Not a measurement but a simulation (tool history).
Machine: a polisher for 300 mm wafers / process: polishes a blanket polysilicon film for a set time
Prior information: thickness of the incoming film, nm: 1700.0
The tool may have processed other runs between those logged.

run,hour,flow of slurry (ml/min),pressure of the wafer on the pad (psi),speed of the pad under the wafer (m/s),polishing time (s),film removed (nm)
1,0.0,180,2.3,1.12,100,799.39
2,2.9,180,2.6,1.12,100,897.97
3,9.0,180,2.8,1.16,100,1013.20
4,9.6,180,2.9,1.20,100,1080.60
5,15.6,180,3.0,1.24,100,1161.80
6,20.2,180,3.0,1.38,100,1269.20
7,20.9,180,3.1,1.40,100,1352.40
8,22.2,180,3.2,1.42,100,1415.50
# hour 26.8: worn pad replaced by a new one
9,26.8,180,3.2,1.42,100,1542.70

Run 10 is up next; what results do you expect?
10,28.4,185,3.3,1.42,100,?

film removed (nm): 1582.80

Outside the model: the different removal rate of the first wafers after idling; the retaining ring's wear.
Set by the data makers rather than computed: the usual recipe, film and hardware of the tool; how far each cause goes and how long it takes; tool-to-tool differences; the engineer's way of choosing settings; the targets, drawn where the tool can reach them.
